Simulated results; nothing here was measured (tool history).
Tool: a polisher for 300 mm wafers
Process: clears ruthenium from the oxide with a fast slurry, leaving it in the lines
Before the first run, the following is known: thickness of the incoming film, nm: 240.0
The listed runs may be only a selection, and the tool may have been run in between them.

run    day  flow of slurry (ml/min)  pressure of the wafer on the pad (kPa)  speed of the pad under the wafer (m/s)  abrasive content of the slurry  overpolish time after the end point (s)  time until the end point was called (s)  dishing of a wide line in a test structure (nm)
  1  0.000                      315                                    22.8                                    1.24                             1.0                                       22                                   34.829                                          104.480
  2  0.100                      315                                    22.8                                    1.24                             0.9                                       22                                   37.091                                           99.756
  3  0.429                      350                                    22.8                                    1.24                             0.9                                       22                                   36.476                                           99.537
  4  0.583                      350                                    20.0                                    1.22                             0.9                                       22                                   42.459                                           91.128
  5  0.758                      350                                    20.0                                    1.22                             0.8                                       22                                   44.471                                           85.559
  6  0.875                      350                                    17.2                                    1.22                             0.8                                       22                                   52.108                                           75.295
  7  1.233                      345                                    15.9                                    1.22                             0.8                                       22                                   56.741                                           69.279

Forecast run 8:
  8  1.467                      335                                    15.2                                    1.22                             0.8                                       23                                        ?                                                ?

{"run 8": {"time until the end point was called (s)": 58.214, "dishing of a wide line in a test structure (nm)": 70.647}}
